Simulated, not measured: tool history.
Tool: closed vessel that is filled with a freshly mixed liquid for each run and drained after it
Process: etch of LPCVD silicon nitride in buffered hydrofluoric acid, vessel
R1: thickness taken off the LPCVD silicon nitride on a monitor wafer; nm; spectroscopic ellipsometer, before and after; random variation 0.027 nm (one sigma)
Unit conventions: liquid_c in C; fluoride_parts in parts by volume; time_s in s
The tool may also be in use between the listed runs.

run 1 hour=0.0 | liquid_c=24.0 fluoride_parts=22.5 time_s=1020 | R1=8.8297
run 2 hour=1.1 | liquid_c=24.0 fluoride_parts=22.5 time_s=1020 | R1=8.9149
run 3 hour=7.7 | liquid_c=24.0 fluoride_parts=28.0 time_s=1020 | R1=7.6173
run 4 hour=14.9 | liquid_c=25.5 fluoride_parts=28.0 time_s=1020 | R1=8.3040
run 5 hour=17.3 | liquid_c=25.5 fluoride_parts=23.5 time_s=1020 | R1=9.2601
run 6 hour=22.3 | liquid_c=23.0 fluoride_parts=23.5 time_s=1020 | R1=8.1172
run 7 hour=27.0 | liquid_c=22.5 fluoride_parts=23.5 time_s=1020 | R1=7.8282

Run 8 has not been measured yet. What should we expect?
run 8 hour=31.4 | liquid_c=21.5 fluoride_parts=23.5 time_s=1020 | R1=?

R1: 7.4978 nm

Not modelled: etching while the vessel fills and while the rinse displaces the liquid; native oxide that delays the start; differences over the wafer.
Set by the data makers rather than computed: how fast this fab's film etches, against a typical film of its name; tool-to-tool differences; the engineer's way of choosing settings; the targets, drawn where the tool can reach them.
